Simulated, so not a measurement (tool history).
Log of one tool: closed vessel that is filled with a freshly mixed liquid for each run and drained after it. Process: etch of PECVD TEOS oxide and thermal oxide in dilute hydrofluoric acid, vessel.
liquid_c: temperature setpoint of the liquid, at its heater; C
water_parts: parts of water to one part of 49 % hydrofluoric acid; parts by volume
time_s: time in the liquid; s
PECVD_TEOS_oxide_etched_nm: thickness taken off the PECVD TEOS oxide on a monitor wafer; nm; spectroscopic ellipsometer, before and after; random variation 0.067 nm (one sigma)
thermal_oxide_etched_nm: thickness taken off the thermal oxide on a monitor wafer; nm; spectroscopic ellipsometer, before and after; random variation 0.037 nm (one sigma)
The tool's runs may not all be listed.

run,hour,liquid_c,water_parts,time_s,PECVD_TEOS_oxide_etched_nm,thermal_oxide_etched_nm
1,0,24,205,150,6.4899,3.1336
2,6.3,26,195,150,7.33,3.5699
3,9.6,27.5,190,150,7.9707,3.8681
4,11.7,28.5,185,150,8.6355,4.1391
# hour 17.6: thermometer replaced
5,17.6,27,185,150,8.565,4.1836
6,25.4,24,185,150,7.5951,3.658
7,27.2,26,180,150,8.5098,4.133
8,36.3,27.5,180,150,9.0192,4.4072

Run 9 comes next. What will it give?
9,37.4,28,180,150,?,?

Run 9 gave PECVD_TEOS_oxide_etched_nm 9.1555 nm, thermal_oxide_etched_nm 4.4418 nm.
